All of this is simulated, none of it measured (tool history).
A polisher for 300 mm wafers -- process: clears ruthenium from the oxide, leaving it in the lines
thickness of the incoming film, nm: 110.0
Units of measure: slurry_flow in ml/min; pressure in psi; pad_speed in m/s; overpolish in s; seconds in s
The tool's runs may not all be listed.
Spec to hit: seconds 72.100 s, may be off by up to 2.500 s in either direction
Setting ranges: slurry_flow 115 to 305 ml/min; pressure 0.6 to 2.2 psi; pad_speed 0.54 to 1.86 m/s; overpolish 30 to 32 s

{"run": 1, "hour": 0.0, "slurry_flow": 195, "pressure": 1.4, "pad_speed": 1.18, "overpolish": 30, "seconds": 112.95}
{"run": 2, "hour": 4.2, "slurry_flow": 195, "pressure": 1.4, "pad_speed": 0.94, "overpolish": 30, "seconds": 140.78}
{"run": 3, "hour": 6.4, "slurry_flow": 195, "pressure": 1.4, "pad_speed": 0.78, "overpolish": 30, "seconds": 165.54}
{"run": 4, "hour": 10.7, "slurry_flow": 195, "pressure": 1.1, "pad_speed": 0.78, "overpolish": 30, "seconds": 209.44}
{"run": 5, "hour": 17.6, "slurry_flow": 195, "pressure": 1.1, "pad_speed": 0.88, "overpolish": 30, "seconds": 190.35}
{"run": 6, "hour": 19.6, "slurry_flow": 195, "pressure": 1.4, "pad_speed": 0.88, "overpolish": 30, "seconds": 150.65}
{"run": 7, "hour": 24.9, "slurry_flow": 195, "pressure": 1.4, "pad_speed": 0.88, "overpolish": 30, "seconds": 150.07}
{"run": 8, "hour": 27.7, "slurry_flow": 195, "pressure": 1.5, "pad_speed": 0.9, "overpolish": 30, "seconds": 135.68}
{"run": 9, "hour": 35.0, "slurry_flow": 195, "pressure": 1.6, "pad_speed": 0.92, "overpolish": 30, "seconds": 127.97}
{"run": 10, "hour": 37.2, "slurry_flow": 200, "pressure": 1.7, "pad_speed": 0.96, "overpolish": 30, "seconds": 112.44}
{"run": 11, "hour": 39.2, "slurry_flow": 200, "pressure": 1.8, "pad_speed": 0.98, "overpolish": 30, "seconds": 105.73}

Next run, 4 choices. One meets every target within its allowed miss, the rest don't. Which?
{"run": "A", "hour": 41.2, "slurry_flow": 225, "pressure": 2.2, "pad_speed": 1.16, "overpolish": 31, "seconds": "?"}
{"run": "B", "hour": 41.2, "slurry_flow": 195, "pressure": 2.2, "pad_speed": 1.3, "overpolish": 32, "seconds": "?"}
{"run": "C", "hour": 41.2, "slurry_flow": 150, "pressure": 1.3, "pad_speed": 1.02, "overpolish": 32, "seconds": "?"}
{"run": "D", "hour": 41.2, "slurry_flow": 210, "pressure": 1.9, "pad_speed": 0.84, "overpolish": 30, "seconds": "?"}

move=A seconds=71.756
move=B seconds=65.256
move=C seconds=142.120
move=D seconds=113.850
A: meets every target
B: takes the result that was furthest off past its target
C: misses by more than the last run did
D: misses by more than the last run did
A meets every target.
